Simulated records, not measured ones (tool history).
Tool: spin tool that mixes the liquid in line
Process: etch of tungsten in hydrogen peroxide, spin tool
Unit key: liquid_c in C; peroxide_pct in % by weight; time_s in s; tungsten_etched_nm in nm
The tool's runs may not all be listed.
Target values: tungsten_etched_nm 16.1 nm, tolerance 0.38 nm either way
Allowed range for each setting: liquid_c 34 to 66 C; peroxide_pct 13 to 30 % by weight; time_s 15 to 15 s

Run 1, day 0: liquid_c 50 C, peroxide_pct 24 % by weight, time_s 15 s. Result: tungsten_etched_nm 18.377 nm.
Run 2, day 0.033: liquid_c 53.5 C, peroxide_pct 24 % by weight, time_s 15 s. Result: tungsten_etched_nm 22.647 nm.
Run 3, day 0.075: liquid_c 51.5 C, peroxide_pct 24 % by weight, time_s 15 s. Result: tungsten_etched_nm 20.08 nm.
Run 4, day 0.446: liquid_c 51.5 C, peroxide_pct 24 % by weight, time_s 15 s. Result: tungsten_etched_nm 19.935 nm.
Run 5, day 0.608: liquid_c 48.5 C, peroxide_pct 24 % by weight, time_s 15 s. Result: tungsten_etched_nm 16.654 nm.
Run 6, day 0.717: liquid_c 48.5 C, peroxide_pct 28.5 % by weight, time_s 15 s. Result: tungsten_etched_nm 18.098 nm.
Run 7, day 0.992: liquid_c 48 C, peroxide_pct 28.5 % by weight, time_s 15 s. Result: tungsten_etched_nm 17.697 nm.
Run 8, day 1.088: liquid_c 47.5 C, peroxide_pct 28.5 % by weight, time_s 15 s. Result: tungsten_etched_nm 17.11 nm.
Run 9, day 1.4: liquid_c 47 C, peroxide_pct 28.5 % by weight, time_s 15 s. Result: tungsten_etched_nm 16.558 nm.

Exercise: of the 5 proposed moves below, exactly one satisfies all targets within the stated allowed misses. Which move is it?
Run A, day 1.712: liquid_c 47.5 C, peroxide_pct 28.5 % by weight, time_s 15 s. Result: tungsten_etched_nm ?.
Run B, day 1.712: liquid_c 47 C, peroxide_pct 30 % by weight, time_s 15 s. Result: tungsten_etched_nm ?.
Run C, day 1.712: liquid_c 47.5 C, peroxide_pct 29 % by weight, time_s 15 s. Result: tungsten_etched_nm ?.
Run D, day 1.712: liquid_c 47 C, peroxide_pct 29.5 % by weight, time_s 15 s. Result: tungsten_etched_nm ?.
Run E, day 1.712: liquid_c 46 C, peroxide_pct 30 % by weight, time_s 15 s. Result: tungsten_etched_nm ?.

move  tungsten_etched_nm
   A               17.15
   B              17.057
   C                17.3
   D              16.915
   E              16.024
A: further off than the last run
B: further off than the last run
C: further off than the last run
D: further off than the last run
E: all results land within tolerance of their targets
Go with E: it meets all targets.
